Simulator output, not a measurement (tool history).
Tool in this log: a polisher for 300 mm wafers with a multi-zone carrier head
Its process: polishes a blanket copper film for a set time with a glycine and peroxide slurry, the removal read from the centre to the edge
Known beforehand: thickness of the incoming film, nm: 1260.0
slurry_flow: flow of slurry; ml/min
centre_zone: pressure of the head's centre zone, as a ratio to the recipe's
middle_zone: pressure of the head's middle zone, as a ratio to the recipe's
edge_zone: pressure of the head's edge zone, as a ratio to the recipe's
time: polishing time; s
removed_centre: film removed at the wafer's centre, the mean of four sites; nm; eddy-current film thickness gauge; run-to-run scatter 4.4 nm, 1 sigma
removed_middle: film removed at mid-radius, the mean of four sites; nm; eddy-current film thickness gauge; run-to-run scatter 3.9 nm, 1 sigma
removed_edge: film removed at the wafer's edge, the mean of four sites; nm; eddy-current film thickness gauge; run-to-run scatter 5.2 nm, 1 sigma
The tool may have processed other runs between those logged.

run  hour  slurry_flow  centre_zone  middle_zone  edge_zone  time  removed_centre  removed_middle  removed_edge
  1   0.0          200         1.00         1.00       1.00    58          421.42          430.38        427.11
  2   6.6          210         0.99         1.00       1.05    60          438.48          451.83        459.10
  3  11.3          210         0.99         1.00       1.08    60          431.31          454.21        470.30
  4  16.5          225         1.00         1.00       1.11    61          445.79          467.65        490.44
  5  17.9          235         1.01         1.00       1.13    61          467.95          466.45        491.92
  6  21.2          235         1.05         1.00       1.13    61          478.87          465.69        487.55

Estimate the outcome of run 7 from the log above:
  7  27.6          275         0.95         1.02       1.19    64               ?               ?             ?

removed_centre: 463.22 nm
removed_middle: 501.16 nm
removed_edge: 536.14 nm

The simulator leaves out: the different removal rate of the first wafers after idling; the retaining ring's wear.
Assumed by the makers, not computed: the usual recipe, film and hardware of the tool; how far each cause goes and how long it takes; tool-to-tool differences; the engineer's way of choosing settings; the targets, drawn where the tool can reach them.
